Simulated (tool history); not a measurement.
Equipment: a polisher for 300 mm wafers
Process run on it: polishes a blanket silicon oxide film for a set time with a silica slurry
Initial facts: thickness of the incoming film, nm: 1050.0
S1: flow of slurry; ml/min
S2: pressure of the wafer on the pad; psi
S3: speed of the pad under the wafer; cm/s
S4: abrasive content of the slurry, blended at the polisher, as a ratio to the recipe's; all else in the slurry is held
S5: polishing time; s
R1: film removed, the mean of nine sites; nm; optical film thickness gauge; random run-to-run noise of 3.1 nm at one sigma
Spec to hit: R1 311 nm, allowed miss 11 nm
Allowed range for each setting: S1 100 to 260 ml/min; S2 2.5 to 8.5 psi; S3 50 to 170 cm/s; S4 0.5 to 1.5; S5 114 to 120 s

run	hour	S1	S2	S3	S4	S5	R1
1	0	165	5.5	110	1	114	529.79
2	2.5	165	5.5	110	0.9	114	502.78
3	10.3	165	6.5	110	0.9	114	591.5
4	14.1	160	5.6	108	0.9	114	500.99
5	22.2	155	4.9	108	0.9	114	447.67
6	26.1	155	4.9	108	0.9	114	444.84
7	32.8	155	4.4	108	0.9	114	409.59
8	40.1	155	4	108	0.9	114	377.61
9	48.1	155	3.7	108	0.9	114	360.01
10	50.4	155	3.5	108	0.9	114	333.53

Below are 4 possible settings for the next run. Only one of them brings all results inside the allowed miss of their targets. Which is it?
A	52.7	190	3.4	100	0.8	117	?
B	52.7	215	3.1	102	1.1	114	?
C	52.7	205	3.8	106	0.8	114	?
D	52.7	160	3.5	102	0.95	120	?

move	R1
A	313.15
B	338.52
C	352.94
D	351.3
A: hits every target within its allowed miss
B: misses by more than the last run did
C: misses by more than the last run did
D: misses by more than the last run did
A meets every target.
